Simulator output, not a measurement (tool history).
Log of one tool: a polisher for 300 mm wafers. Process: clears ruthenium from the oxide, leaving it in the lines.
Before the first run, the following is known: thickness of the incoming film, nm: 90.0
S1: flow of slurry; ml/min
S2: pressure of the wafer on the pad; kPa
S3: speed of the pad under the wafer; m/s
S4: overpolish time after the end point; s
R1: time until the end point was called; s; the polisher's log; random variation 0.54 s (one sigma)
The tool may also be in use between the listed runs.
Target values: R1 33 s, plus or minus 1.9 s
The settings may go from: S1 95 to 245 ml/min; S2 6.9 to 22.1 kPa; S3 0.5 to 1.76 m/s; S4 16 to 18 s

run,day,S1,S2,S3,S4,R1
1,0,155,14.5,1.12,16,73.125
2,0.175,180,14.5,1.12,16,70.369
3,0.483,180,14.5,1.12,16,67.149
4,0.762,190,15.9,1.14,16,61.563
5,1.092,195,17.2,1.2,16,54.192
6,1.158,195,17.2,1.2,18,54.193
7,1.462,200,17.9,1.24,18,49.649
8,1.675,200,18.6,1.28,18,47.239
9,2.038,205,19.3,1.32,18,43.385
10,2.096,205,20,1.34,18,41.205
# day 2.35: slurry nozzle cleaned
11,2.35,205,20.7,1.36,18,37.891
12,2.646,205,20.7,1.38,18,39.45
13,2.683,210,20.7,1.4,18,38.362
14,2.875,210,20.7,1.42,18,36.944
15,3.008,210,21.4,1.44,18,35.012

5 candidate next runs follow, results not yet known. Just one meets every target within its allowed miss. Identify it.
A,3.142,245,18.6,1.52,18,?
B,3.142,225,22.1,1.46,17,?
C,3.142,190,21.4,1.4,17,?
D,3.142,200,21.4,1.36,18,?
E,3.142,175,20,1.54,18,?

move,R1
A,37.988
B,33.796
C,37.153
D,37.94
E,36.592
A: lands further from the targets than the last run did
B: all results in spec
C: lands further from the targets than the last run did
D: lands further from the targets than the last run did
E: lands further from the targets than the last run did
Go with B: it meets all targets.
